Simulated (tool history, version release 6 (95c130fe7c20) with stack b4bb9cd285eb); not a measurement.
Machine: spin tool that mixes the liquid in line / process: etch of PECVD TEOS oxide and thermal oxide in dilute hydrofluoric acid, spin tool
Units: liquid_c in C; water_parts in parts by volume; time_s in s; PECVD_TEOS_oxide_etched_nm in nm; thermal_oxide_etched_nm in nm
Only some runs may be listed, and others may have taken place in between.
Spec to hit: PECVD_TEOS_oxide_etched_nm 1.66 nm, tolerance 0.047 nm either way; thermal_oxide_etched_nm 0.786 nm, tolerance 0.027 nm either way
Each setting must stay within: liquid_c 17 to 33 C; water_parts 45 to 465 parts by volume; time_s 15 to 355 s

run,hour,liquid_c,water_parts,time_s,PECVD_TEOS_oxide_etched_nm,thermal_oxide_etched_nm
1,0,25,255,180,5.7585,2.7896
2,8.9,25,210,180,7.3563,3.4673
3,10.6,25,275,180,5.2574,2.5385
4,14.7,25,275,210,6.0359,2.8662
5,21.2,24,300,210,5.2077,2.4822
6,27.2,24,225,210,7.5045,3.5233
7,34.4,23,260,210,6.1087,2.9026
8,35.8,19,365,175,2.8333,1.3486
9,42.6,18.5,380,175,2.6743,1.23
10,44.6,18.5,380,175,2.6688,1.2625
11,50.9,18.5,390,175,2.5585,1.2177
12,56.6,18.5,400,175,2.4789,1.1925

Pick the move, out of 4, that brings all results within their allowed miss; only one does.
A,62.3,18.5,430,140,?,?
B,62.3,17,450,145,?,?
C,62.3,19,375,115,?,?
D,62.3,20,370,110,?,?

move,PECVD_TEOS_oxide_etched_nm,thermal_oxide_etched_nm
A,1.8152,0.84406
B,1.6784,0.78043
C,1.8188,0.84573
D,1.8344,0.85298
A: nearer the targets than the last run, but a result is still out of spec
B: all results land within tolerance of their targets
C: nearer the targets than the last run, but a result is still out of spec
D: nearer the targets than the last run, but a result is still out of spec
Answer: B
